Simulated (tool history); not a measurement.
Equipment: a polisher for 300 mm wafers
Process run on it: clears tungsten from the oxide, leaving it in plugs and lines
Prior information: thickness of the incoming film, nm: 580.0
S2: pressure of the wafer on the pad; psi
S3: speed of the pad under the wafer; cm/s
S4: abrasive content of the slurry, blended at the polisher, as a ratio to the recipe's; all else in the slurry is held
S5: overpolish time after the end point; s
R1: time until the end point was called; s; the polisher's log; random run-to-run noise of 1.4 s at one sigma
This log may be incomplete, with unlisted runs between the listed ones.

Run 1, hour 0: flow of slurry (ml/min) 290, S2 4.7 psi, S3 132 cm/s, S4 1, S5 11 s. Result: R1 82.911 s.
Run 2, hour 3.4: flow of slurry (ml/min) 290, S2 4.7 psi, S3 132 cm/s, S4 1, S5 11 s. Result: R1 82.246 s.
Run 3, hour 10.5: flow of slurry (ml/min) 290, S2 4.4 psi, S3 132 cm/s, S4 1, S5 11 s. Result: R1 89.772 s.
Run 4, hour 15.9: flow of slurry (ml/min) 290, S2 4.4 psi, S3 132 cm/s, S4 1.15, S5 11 s. Result: R1 85.789 s.
Run 5, hour 21.6: flow of slurry (ml/min) 255, S2 4.4 psi, S3 132 cm/s, S4 1.15, S5 11 s. Result: R1 89.037 s.
Run 6, hour 28.9: flow of slurry (ml/min) 255, S2 4.4 psi, S3 132 cm/s, S4 1.15, S5 11 s. Result: R1 88.734 s.
Run 7, hour 35: flow of slurry (ml/min) 250, S2 4.2 psi, S3 132 cm/s, S4 1.15, S5 11 s. Result: R1 92.595 s.

What does the tool deliver on the next run?
Run 8, hour 38.8: flow of slurry (ml/min) 245, S2 4 psi, S3 132 cm/s, S4 1.15, S5 11 s. Result: R1 ?.

Run 8 yielded R1 96.521 s.
